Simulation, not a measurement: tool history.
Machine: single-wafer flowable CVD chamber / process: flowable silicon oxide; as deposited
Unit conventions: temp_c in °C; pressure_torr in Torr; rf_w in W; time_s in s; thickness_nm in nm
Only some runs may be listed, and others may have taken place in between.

{"run": 1, "hour": 0.0, "temp_c": 100, "pressure_torr": 1.11, "rf_w": 2300, "time_s": 821, "thickness_nm": 670.63}
{"run": 2, "hour": 1.7, "temp_c": 102, "pressure_torr": 1.11, "rf_w": 2300, "time_s": 821, "thickness_nm": 623.83}
{"run": 3, "hour": 4.3, "temp_c": 102, "pressure_torr": 1.11, "rf_w": 2300, "time_s": 847, "thickness_nm": 642.38}
{"run": 4, "hour": 12.2, "temp_c": 97, "pressure_torr": 1.11, "rf_w": 2300, "time_s": 847, "thickness_nm": 757.6}
{"run": 5, "hour": 16.4, "temp_c": 99, "pressure_torr": 1.11, "rf_w": 2300, "time_s": 847, "thickness_nm": 711.78}
{"run": 6, "hour": 21.5, "temp_c": 101, "pressure_torr": 1.11, "rf_w": 2300, "time_s": 847, "thickness_nm": 669.7}
{"hour": 26.5, "done": "capacitance manometer re-zeroed and calibrated"}
{"run": 7, "hour": 26.5, "temp_c": 103, "pressure_torr": 1.11, "rf_w": 2300, "time_s": 847, "thickness_nm": 668.29}
{"run": 8, "hour": 30.5, "temp_c": 106, "pressure_torr": 1.11, "rf_w": 2300, "time_s": 847, "thickness_nm": 607.52}
{"run": 9, "hour": 32.1, "temp_c": 108, "pressure_torr": 1.11, "rf_w": 2300, "time_s": 847, "thickness_nm": 566.43}
{"run": 10, "hour": 40.3, "temp_c": 109, "pressure_torr": 1.11, "rf_w": 2300, "time_s": 847, "thickness_nm": 551.7}
{"run": 11, "hour": 45.9, "temp_c": 110, "pressure_torr": 1.11, "rf_w": 2300, "time_s": 847, "thickness_nm": 536.04}

Run 12 has not been measured yet. What should we expect?
{"run": 12, "hour": 51.1, "temp_c": 111, "pressure_torr": 1.11, "rf_w": 2300, "time_s": 847, "thickness_nm": "?"}

Run 12 came out at thickness_nm 517.87 nm.
